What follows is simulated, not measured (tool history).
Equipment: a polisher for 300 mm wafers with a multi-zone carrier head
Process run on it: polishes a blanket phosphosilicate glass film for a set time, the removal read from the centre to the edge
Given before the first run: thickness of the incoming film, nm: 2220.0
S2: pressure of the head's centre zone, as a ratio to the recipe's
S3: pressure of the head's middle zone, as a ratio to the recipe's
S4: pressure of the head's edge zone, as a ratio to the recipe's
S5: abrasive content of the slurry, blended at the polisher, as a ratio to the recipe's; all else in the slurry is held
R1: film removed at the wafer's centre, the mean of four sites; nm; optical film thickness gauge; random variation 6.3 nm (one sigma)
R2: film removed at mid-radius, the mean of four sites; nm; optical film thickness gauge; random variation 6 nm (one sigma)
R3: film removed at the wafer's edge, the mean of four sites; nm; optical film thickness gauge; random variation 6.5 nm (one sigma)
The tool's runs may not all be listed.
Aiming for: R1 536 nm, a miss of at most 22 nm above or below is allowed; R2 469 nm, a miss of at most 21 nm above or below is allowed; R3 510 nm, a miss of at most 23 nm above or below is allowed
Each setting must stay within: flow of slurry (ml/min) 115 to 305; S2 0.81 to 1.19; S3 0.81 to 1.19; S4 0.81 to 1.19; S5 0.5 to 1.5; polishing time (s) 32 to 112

{"run": 1, "day": 0.0, "flow of slurry (ml/min)": 195, "S2": 1, "S3": 1, "S4": 1, "S5": 1, "polishing time (s)": 72, "R1": 696.06, "R2": 717.15, "R3": 690.82}
{"run": 2, "day": 0.225, "flow of slurry (ml/min)": 195, "S2": 1, "S3": 1, "S4": 0.93, "S5": 1, "polishing time (s)": 72, "R1": 688.94, "R2": 706.95, "R3": 652.22}
{"run": 3, "day": 0.6, "flow of slurry (ml/min)": 190, "S2": 1, "S3": 0.98, "S4": 0.93, "S5": 0.95, "polishing time (s)": 72, "R1": 673.12, "R2": 664.1, "R3": 638.2}
{"run": 4, "day": 0.729, "flow of slurry (ml/min)": 190, "S2": 1, "S3": 0.98, "S4": 0.86, "S5": 0.95, "polishing time (s)": 72, "R1": 686, "R2": 684.94, "R3": 600.2}
{"run": 5, "day": 0.908, "flow of slurry (ml/min)": 190, "S2": 1, "S3": 0.98, "S4": 0.86, "S5": 1.1, "polishing time (s)": 72, "R1": 726.44, "R2": 723.45, "R3": 658.82}
{"run": 6, "day": 1.254, "flow of slurry (ml/min)": 190, "S2": 0.92, "S3": 0.98, "S4": 0.86, "S5": 1.1, "polishing time (s)": 72, "R1": 666.83, "R2": 723.57, "R3": 660.55}
{"run": 7, "day": 1.396, "flow of slurry (ml/min)": 185, "S2": 0.92, "S3": 0.96, "S4": 0.87, "S5": 1.05, "polishing time (s)": 72, "R1": 641.48, "R2": 693.86, "R3": 646.64}
{"run": 8, "day": 1.692, "flow of slurry (ml/min)": 180, "S2": 0.93, "S3": 0.94, "S4": 0.88, "S5": 1, "polishing time (s)": 72, "R1": 632.08, "R2": 662.05, "R3": 618.64}
{"run": 9, "day": 2.012, "flow of slurry (ml/min)": 180, "S2": 0.94, "S3": 0.92, "S4": 0.9, "S5": 0.95, "polishing time (s)": 72, "R1": 623.89, "R2": 630.72, "R3": 628.84}
{"run": 10, "day": 2.258, "flow of slurry (ml/min)": 175, "S2": 0.94, "S3": 0.91, "S4": 0.9, "S5": 0.9, "polishing time (s)": 72, "R1": 603.64, "R2": 613.03, "R3": 596.52}
{"run": 11, "day": 2.296, "flow of slurry (ml/min)": 175, "S2": 0.95, "S3": 0.9, "S4": 0.91, "S5": 0.85, "polishing time (s)": 72, "R1": 587.4, "R2": 573.53, "R3": 594.42}
{"run": 12, "day": 2.408, "flow of slurry (ml/min)": 175, "S2": 0.95, "S3": 0.89, "S4": 0.9, "S5": 0.85, "polishing time (s)": 72, "R1": 604.37, "R2": 578.18, "R3": 585.93}
{"run": 13, "day": 2.688, "flow of slurry (ml/min)": 170, "S2": 0.95, "S3": 0.88, "S4": 0.9, "S5": 0.85, "polishing time (s)": 72, "R1": 596.84, "R2": 573.97, "R3": 584.35}
{"run": 14, "day": 2.717, "flow of slurry (ml/min)": 170, "S2": 0.95, "S3": 0.87, "S4": 0.9, "S5": 0.8, "polishing time (s)": 72, "R1": 568.99, "R2": 552.32, "R3": 558.79}
{"run": 15, "day": 3.029, "flow of slurry (ml/min)": 140, "S2": 1.03, "S3": 0.81, "S4": 0.96, "S5": 0.65, "polishing time (s)": 70, "R1": 510.57, "R2": 428.73, "R3": 483.62}
{"run": 16, "day": 3.1, "flow of slurry (ml/min)": 145, "S2": 1.03, "S3": 0.81, "S4": 0.96, "S5": 0.65, "polishing time (s)": 70, "R1": 521.21, "R2": 432.08, "R3": 480.96}
{"run": 17, "day": 3.471, "flow of slurry (ml/min)": 150, "S2": 1.03, "S3": 0.81, "S4": 0.96, "S5": 0.65, "polishing time (s)": 70, "R1": 523.5, "R2": 433.91, "R3": 479.64}
{"run": 18, "day": 3.546, "flow of slurry (ml/min)": 160, "S2": 1.01, "S3": 0.83, "S4": 0.97, "S5": 0.65, "polishing time (s)": 70, "R1": 512.56, "R2": 451.18, "R3": 487.33}

Which one of the following 5 next-run settings gets every result inside its allowed miss? There is exactly one.
{"run": "A", "day": 3.621, "flow of slurry (ml/min)": 125, "S2": 0.95, "S3": 0.81, "S4": 1.07, "S5": 0.6, "polishing time (s)": 75, "R1": "?", "R2": "?", "R3": "?"}
{"run": "B", "day": 3.621, "flow of slurry (ml/min)": 245, "S2": 1.05, "S3": 0.95, "S4": 0.98, "S5": 0.6, "polishing time (s)": 67, "R1": "?", "R2": "?", "R3": "?"}
{"run": "C", "day": 3.621, "flow of slurry (ml/min)": 200, "S2": 1.1, "S3": 1.01, "S4": 0.99, "S5": 0.6, "polishing time (s)": 67, "R1": "?", "R2": "?", "R3": "?"}
{"run": "D", "day": 3.621, "flow of slurry (ml/min)": 115, "S2": 1.06, "S3": 0.89, "S4": 1.03, "S5": 0.55, "polishing time (s)": 82, "R1": "?", "R2": "?", "R3": "?"}
{"run": "E", "day": 3.621, "flow of slurry (ml/min)": 215, "S2": 0.98, "S3": 0.91, "S4": 0.94, "S5": 0.6, "polishing time (s)": 70, "R1": "?", "R2": "?", "R3": "?"}

move=A R1=474.97 R2=422.87 R3=508.83
move=B R1=505.76 R2=459.97 R3=456.06
move=C R1=519.29 R2=475.22 R3=451.61
move=D R1=536.6 R2=462.24 R3=506.16
move=E R1=486.29 R2=458.35 R3=463.31
A: further off than the last run
B: further off than the last run
C: meets the target for the result that was furthest off, but another lies outside its allowed miss
D: meets every target
E: further off than the last run
Move D is the one to make.

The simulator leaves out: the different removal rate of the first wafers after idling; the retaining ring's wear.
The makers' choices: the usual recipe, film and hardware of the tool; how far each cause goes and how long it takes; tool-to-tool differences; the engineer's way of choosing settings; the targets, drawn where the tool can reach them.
